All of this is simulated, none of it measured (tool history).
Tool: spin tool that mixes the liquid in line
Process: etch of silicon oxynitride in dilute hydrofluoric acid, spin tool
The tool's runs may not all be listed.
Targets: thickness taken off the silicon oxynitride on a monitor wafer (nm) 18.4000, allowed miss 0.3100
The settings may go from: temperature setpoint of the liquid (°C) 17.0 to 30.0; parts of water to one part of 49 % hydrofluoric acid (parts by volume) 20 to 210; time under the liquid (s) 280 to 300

run,hour,temperature setpoint of the liquid (°C),parts of water to one part of 49 % hydrofluoric acid (parts by volume),time under the liquid (s),thickness taken off the silicon oxynitride on a monitor wafer (nm)
1,0.0,22.0,115,280,7.4683
2,8.6,23.5,105,280,8.8698
3,17.5,25.0,95,280,10.6590
4,18.5,26.5,95,280,11.4100
5,26.2,26.5,95,280,11.3260
6,27.3,24.0,95,280,10.0430
# hour 32.4: thermometer replaced
7,32.4,25.0,90,280,10.3850
8,37.2,26.0,80,280,12.4370
9,45.7,30.0,60,280,20.2440
10,47.1,29.5,60,280,19.7650
11,50.1,29.0,60,280,19.4030
12,56.5,28.5,60,280,18.8270

4 next moves are on the table. One of them brings every result within its allowed miss. Which?
A,62.9,29.5,65,295,?
B,62.9,29.0,65,300,?
C,62.9,26.0,55,280,?
D,62.9,27.5,60,300,?

move,thickness taken off the silicon oxynitride on a monitor wafer (nm)
A,19.0720
B,18.9510
C,18.3220
D,19.2340
A: further off than the last run
B: further off than the last run
C: meets every target
D: further off than the last run
Answer: C

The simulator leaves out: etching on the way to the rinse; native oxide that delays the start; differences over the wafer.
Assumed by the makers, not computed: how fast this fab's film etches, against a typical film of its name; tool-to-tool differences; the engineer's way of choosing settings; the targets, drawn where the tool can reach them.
